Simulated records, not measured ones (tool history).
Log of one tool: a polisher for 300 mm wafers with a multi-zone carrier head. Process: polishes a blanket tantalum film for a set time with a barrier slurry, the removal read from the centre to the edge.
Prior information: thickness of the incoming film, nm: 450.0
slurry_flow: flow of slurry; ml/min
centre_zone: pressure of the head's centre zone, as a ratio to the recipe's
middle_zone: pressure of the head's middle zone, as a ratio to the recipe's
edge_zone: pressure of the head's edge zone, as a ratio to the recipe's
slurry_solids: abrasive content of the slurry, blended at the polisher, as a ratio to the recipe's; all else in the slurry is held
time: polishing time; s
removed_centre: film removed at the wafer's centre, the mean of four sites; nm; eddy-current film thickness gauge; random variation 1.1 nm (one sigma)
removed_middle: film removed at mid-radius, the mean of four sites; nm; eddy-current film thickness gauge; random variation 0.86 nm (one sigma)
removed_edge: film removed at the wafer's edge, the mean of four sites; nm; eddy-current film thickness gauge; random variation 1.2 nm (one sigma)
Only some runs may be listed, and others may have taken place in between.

{"run": 1, "hour": 0.0, "slurry_flow": 305, "centre_zone": 1, "middle_zone": 1, "edge_zone": 1, "slurry_solids": 1, "time": 56, "removed_centre": 82.964, "removed_middle": 81.373, "removed_edge": 83.932}
{"run": 2, "hour": 7.9, "slurry_flow": 305, "centre_zone": 1, "middle_zone": 1, "edge_zone": 1, "slurry_solids": 1, "time": 50, "removed_centre": 73.783, "removed_middle": 72.38, "removed_edge": 75.034}
{"run": 3, "hour": 12.1, "slurry_flow": 230, "centre_zone": 1, "middle_zone": 1, "edge_zone": 1, "slurry_solids": 1, "time": 50, "removed_centre": 71.162, "removed_middle": 71.05, "removed_edge": 74.386}
{"run": 4, "hour": 19.5, "slurry_flow": 230, "centre_zone": 1.03, "middle_zone": 1.02, "edge_zone": 1.03, "slurry_solids": 1.15, "time": 51, "removed_centre": 77.028, "removed_middle": 75.328, "removed_edge": 79.037}
{"run": 5, "hour": 24.1, "slurry_flow": 240, "centre_zone": 1.05, "middle_zone": 1.04, "edge_zone": 1.05, "slurry_solids": 1.25, "time": 52, "removed_centre": 80.561, "removed_middle": 81.976, "removed_edge": 84.846}
{"run": 6, "hour": 31.3, "slurry_flow": 240, "centre_zone": 1.05, "middle_zone": 1.01, "edge_zone": 1.05, "slurry_solids": 1.25, "time": 52, "removed_centre": 82.531, "removed_middle": 78.178, "removed_edge": 82.589}
{"run": 7, "hour": 38.8, "slurry_flow": 255, "centre_zone": 1.08, "middle_zone": 1.03, "edge_zone": 1.07, "slurry_solids": 1.3, "time": 53, "removed_centre": 88.44, "removed_middle": 84.104, "removed_edge": 86.687}
{"run": 8, "hour": 47.6, "slurry_flow": 270, "centre_zone": 1.09, "middle_zone": 1.04, "edge_zone": 1.09, "slurry_solids": 1.35, "time": 53, "removed_centre": 91.277, "removed_middle": 83.744, "removed_edge": 91.015}
{"run": 9, "hour": 49.4, "slurry_flow": 285, "centre_zone": 1.1, "middle_zone": 1.06, "edge_zone": 1.09, "slurry_solids": 1.35, "time": 53, "removed_centre": 91.749, "removed_middle": 85.584, "removed_edge": 90.157}
{"run": 10, "hour": 54.5, "slurry_flow": 290, "centre_zone": 1.11, "middle_zone": 1.08, "edge_zone": 1.1, "slurry_solids": 1.4, "time": 53, "removed_centre": 93.095, "removed_middle": 88.635, "removed_edge": 89.5}
{"run": 11, "hour": 56.5, "slurry_flow": 290, "centre_zone": 1.12, "middle_zone": 1.09, "edge_zone": 1.11, "slurry_solids": 1.45, "time": 54, "removed_centre": 99.989, "removed_middle": 92.24, "removed_edge": 93.841}
{"run": 12, "hour": 62.2, "slurry_flow": 290, "centre_zone": 1.12, "middle_zone": 1.1, "edge_zone": 1.12, "slurry_solids": 1.45, "time": 54, "removed_centre": 95.936, "removed_middle": 92.758, "removed_edge": 94.236}
{"run": 13, "hour": 70.6, "slurry_flow": 295, "centre_zone": 1.13, "middle_zone": 1.1, "edge_zone": 1.13, "slurry_solids": 1.45, "time": 54, "removed_centre": 96.298, "removed_middle": 91.962, "removed_edge": 93.531}
{"run": 14, "hour": 78.0, "slurry_flow": 300, "centre_zone": 1.13, "middle_zone": 1.1, "edge_zone": 1.13, "slurry_solids": 1.45, "time": 54, "removed_centre": 98.894, "removed_middle": 93.615, "removed_edge": 94.531}

Estimate the outcome of run 15 from the log above:
{"run": 15, "hour": 80.2, "slurry_flow": 305, "centre_zone": 1.13, "middle_zone": 1.1, "edge_zone": 1.14, "slurry_solids": 1.45, "time": 54, "removed_centre": "?", "removed_middle": "?", "removed_edge": "?"}

Run 15 gave removed_centre 98.311 nm, removed_middle 91.629 nm, removed_edge 94.614 nm.
